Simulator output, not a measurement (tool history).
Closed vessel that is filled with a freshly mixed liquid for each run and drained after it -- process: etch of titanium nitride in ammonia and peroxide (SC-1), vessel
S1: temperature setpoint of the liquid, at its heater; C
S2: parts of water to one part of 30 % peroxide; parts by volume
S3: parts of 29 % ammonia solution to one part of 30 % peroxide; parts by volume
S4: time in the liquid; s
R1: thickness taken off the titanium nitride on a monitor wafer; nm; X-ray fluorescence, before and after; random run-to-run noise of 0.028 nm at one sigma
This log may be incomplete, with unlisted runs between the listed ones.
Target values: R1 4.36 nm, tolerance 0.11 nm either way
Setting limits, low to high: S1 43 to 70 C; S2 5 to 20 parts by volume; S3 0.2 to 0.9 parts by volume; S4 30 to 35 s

run 1 day=0 | S1=59 S2=11 S3=0.5 S4=35 | R1=4.9845
run 2 day=0.154 | S1=58.5 S2=11 S3=0.5 S4=35 | R1=4.8297
run 3 day=0.192 | S1=58 S2=11 S3=0.5 S4=35 | R1=4.6833
run 4 day=0.279 | S1=64.5 S2=11 S3=0.5 S4=35 | R1=7.1969
run 5 day=0.442 | S1=62.5 S2=11 S3=0.5 S4=35 | R1=6.3223
run 6 day=0.571 | S1=62.5 S2=15 S3=0.5 S4=35 | R1=5.3636
run 7 day=0.817 | S1=61.5 S2=15 S3=0.5 S4=35 | R1=4.9905
run 8 day=1 | S1=61 S2=15 S3=0.5 S4=35 | R1=4.8386
run 9 day=1.071 | S1=60.5 S2=15 S3=0.5 S4=35 | R1=4.6381
run 10 day=1.146 | S1=60 S2=15 S3=0.5 S4=35 | R1=4.5097

5 next moves are on the table. One of them brings every result within its allowed miss. Which?
run A day=1.221 | S1=60.5 S2=16.5 S3=0.45 S4=35 | R1=?
run B day=1.221 | S1=60 S2=13 S3=0.4 S4=35 | R1=?
run C day=1.221 | S1=59 S2=13 S3=0.55 S4=35 | R1=?
run D day=1.221 | S1=60.5 S2=12.5 S3=0.65 S4=30 | R1=?
run E day=1.221 | S1=61 S2=15 S3=0.45 S4=35 | R1=?

move=A R1=4.3868
move=B R1=4.7328
move=C R1=4.6938
move=D R1=4.6679
move=E R1=4.7759
A: in spec on every target
B: misses by more than the last run did
C: misses by more than the last run did
D: misses by more than the last run did
E: misses by more than the last run did
Correct choice: A, which meets every target
